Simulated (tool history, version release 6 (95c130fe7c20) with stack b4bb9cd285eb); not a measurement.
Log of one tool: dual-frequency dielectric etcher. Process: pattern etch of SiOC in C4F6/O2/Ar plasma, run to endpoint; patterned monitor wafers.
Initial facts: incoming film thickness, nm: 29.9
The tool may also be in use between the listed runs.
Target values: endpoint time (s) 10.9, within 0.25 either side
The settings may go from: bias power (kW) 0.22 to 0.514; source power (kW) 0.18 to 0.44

run	day	bias power (kW)	source power (kW)	endpoint time (s)
1	0	0.367	0.31	12.473
2	0.133	0.429	0.31	11.634
3	0.504	0.429	0.28	12.13
4	0.675	0.442	0.28	11.917
5	0.925	0.413	0.28	12.263
6	1.296	0.429	0.29	11.731
7	1.667	0.438	0.29	11.783
8	1.925	0.449	0.29	11.796
9	2.217	0.459	0.3	11.465
10	2.475	0.467	0.3	11.356
11	2.617	0.473	0.3	11.366

5 next moves are on the table. One of them brings every result within its allowed miss. Which?
A	2.758	0.494	0.36	?
B	2.758	0.499	0.24	?
C	2.758	0.426	0.31	?
D	2.758	0.465	0.23	?
E	2.758	0.464	0.35	?

move	endpoint time (s)
A	10.441
B	11.797
C	11.668
D	12.32
E	10.822
A: moves the result that the last run missed by most past its target, out the other side
B: its largest miss is bigger than the last run's
C: its largest miss is bigger than the last run's
D: its largest miss is bigger than the last run's
E: meets every target
Move E is the one to make.
